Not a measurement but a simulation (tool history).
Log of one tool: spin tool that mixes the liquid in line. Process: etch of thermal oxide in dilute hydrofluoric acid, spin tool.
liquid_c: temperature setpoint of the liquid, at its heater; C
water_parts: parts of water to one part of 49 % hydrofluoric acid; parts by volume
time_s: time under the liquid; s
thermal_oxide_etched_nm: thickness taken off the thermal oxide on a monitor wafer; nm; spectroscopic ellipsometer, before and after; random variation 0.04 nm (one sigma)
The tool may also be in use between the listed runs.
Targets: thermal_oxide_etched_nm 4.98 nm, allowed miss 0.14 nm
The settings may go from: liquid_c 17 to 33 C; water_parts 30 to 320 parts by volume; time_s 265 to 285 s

Run 1, hour 0: liquid_c 25 C, water_parts 175 parts by volume, time_s 265 s. Result: thermal_oxide_etched_nm 6.9761 nm.
Run 2, hour 4.8: liquid_c 25 C, water_parts 175 parts by volume, time_s 265 s. Result: thermal_oxide_etched_nm 7.0614 nm.
Run 3, hour 10.2: liquid_c 24 C, water_parts 175 parts by volume, time_s 265 s. Result: thermal_oxide_etched_nm 6.8033 nm.
Run 4, hour 15.6: liquid_c 26 C, water_parts 175 parts by volume, time_s 265 s. Result: thermal_oxide_etched_nm 7.3797 nm.
Run 5, hour 17.2: liquid_c 24.5 C, water_parts 175 parts by volume, time_s 265 s. Result: thermal_oxide_etched_nm 6.8844 nm.
Run 6, hour 21.9: liquid_c 23.5 C, water_parts 175 parts by volume, time_s 265 s. Result: thermal_oxide_etched_nm 6.7345 nm.
Run 7, hour 26.8: liquid_c 22.5 C, water_parts 180 parts by volume, time_s 265 s. Result: thermal_oxide_etched_nm 6.1727 nm.
Run 8, hour 30.4: liquid_c 18.5 C, water_parts 185 parts by volume, time_s 265 s. Result: thermal_oxide_etched_nm 5.1682 nm.

5 next moves are on the table. One of them brings every result within its allowed miss. Which?
Run A, hour 34: liquid_c 19 C, water_parts 195 parts by volume, time_s 285 s. Result: thermal_oxide_etched_nm ?.
Run B, hour 34: liquid_c 17 C, water_parts 165 parts by volume, time_s 265 s. Result: thermal_oxide_etched_nm ?.
Run C, hour 34: liquid_c 17 C, water_parts 180 parts by volume, time_s 285 s. Result: thermal_oxide_etched_nm ?.
Run D, hour 34: liquid_c 19 C, water_parts 205 parts by volume, time_s 285 s. Result: thermal_oxide_etched_nm ?.
Run E, hour 34: liquid_c 17 C, water_parts 170 parts by volume, time_s 265 s. Result: thermal_oxide_etched_nm ?.

move  thermal_oxide_etched_nm
   A                   5.2805
   B                   5.5138
   C                   5.3593
   D                   4.9749
   E                   5.3262
A: further off than the last run
B: further off than the last run
C: further off than the last run
D: meets every target
E: further off than the last run
The right move is D.
